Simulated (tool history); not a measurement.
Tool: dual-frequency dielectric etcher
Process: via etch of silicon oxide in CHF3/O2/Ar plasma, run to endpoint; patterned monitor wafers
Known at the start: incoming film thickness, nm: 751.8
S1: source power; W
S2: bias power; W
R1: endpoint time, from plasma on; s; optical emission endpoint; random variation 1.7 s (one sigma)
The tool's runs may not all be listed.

Run 1, hour 0: S1 850 W, S2 134 W. Result: R1 357.92 s.
Run 2, hour 5.6: S1 960 W, S2 134 W. Result: R1 342.25 s.
Run 3, hour 12.5: S1 980 W, S2 135 W. Result: R1 336.42 s.
Run 4, hour 20.1: S1 980 W, S2 115 W. Result: R1 347.51 s.
Run 5, hour 22.1: S1 1000 W, S2 116 W. Result: R1 344.68 s.
Run 6, hour 27.9: S1 1020 W, S2 117 W. Result: R1 338.03 s.

Forecast run 7:
Run 7, hour 32.6: S1 1030 W, S2 117 W. Result: R1 ?.

R1: 339.33 s

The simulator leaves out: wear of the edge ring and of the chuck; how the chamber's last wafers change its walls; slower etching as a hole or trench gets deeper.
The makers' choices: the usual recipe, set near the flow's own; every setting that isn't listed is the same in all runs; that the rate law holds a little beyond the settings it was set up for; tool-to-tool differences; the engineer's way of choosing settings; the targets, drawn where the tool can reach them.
